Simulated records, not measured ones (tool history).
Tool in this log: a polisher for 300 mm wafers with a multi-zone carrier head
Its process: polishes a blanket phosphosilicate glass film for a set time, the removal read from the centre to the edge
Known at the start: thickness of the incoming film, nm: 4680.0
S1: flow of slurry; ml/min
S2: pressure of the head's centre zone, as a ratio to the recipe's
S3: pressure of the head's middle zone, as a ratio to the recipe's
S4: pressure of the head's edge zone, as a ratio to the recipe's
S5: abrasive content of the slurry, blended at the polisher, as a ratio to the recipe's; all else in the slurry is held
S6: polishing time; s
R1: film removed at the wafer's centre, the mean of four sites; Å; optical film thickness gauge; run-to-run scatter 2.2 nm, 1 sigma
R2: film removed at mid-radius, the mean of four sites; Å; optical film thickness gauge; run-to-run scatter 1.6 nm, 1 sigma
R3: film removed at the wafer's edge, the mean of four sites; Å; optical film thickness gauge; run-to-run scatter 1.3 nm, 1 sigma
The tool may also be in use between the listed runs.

| run | hour | S1 | S2 | S3 | S4 | S5 | S6 | R1 | R2 | R3 |
|---|---|---|---|---|---|---|---|---|---|---|
| 1 | 0.0 | 210 | 1.00 | 1.00 | 1.00 | 1.00 | 31 | 3064.6 | 3031.2 | 2890.6 |
| 2 | 2.3 | 210 | 1.05 | 1.00 | 1.00 | 1.00 | 31 | 3220.9 | 3007.1 | 2874.3 |
| 3 | 7.2 | 210 | 1.05 | 1.00 | 1.00 | 1.10 | 31 | 3388.1 | 3212.6 | 3024.1 |
| 4 | 8.0 | 210 | 1.05 | 1.00 | 1.00 | 1.25 | 31 | 3589.6 | 3385.3 | 3221.1 |
| 5 | 12.2 | 210 | 1.02 | 1.00 | 1.00 | 1.25 | 31 | 3479.9 | 3446.1 | 3227.6 |
|  | 16.2 | edge zone pressure recalibrated |
| 6 | 16.2 | 200 | 1.00 | 0.96 | 0.99 | 1.10 | 30 | 3039.1 | 2922.6 | 3087.3 |
| 7 | 19.1 | 200 | 1.00 | 0.96 | 0.98 | 0.95 | 29 | 2743.6 | 2642.2 | 2769.3 |
| 8 | 21.8 | 195 | 1.01 | 0.96 | 0.97 | 0.85 | 28 | 2538.3 | 2425.1 | 2487.7 |

Estimate the outcome of run 9 from the log above:
| 9 | 30.3 | 190 | 1.01 | 0.95 | 0.95 | 0.80 | 28 | ? | ? | ? |

Run 9 produced R1 2502.8 Å, R2 2323.0 Å, R3 2376.2 Å.
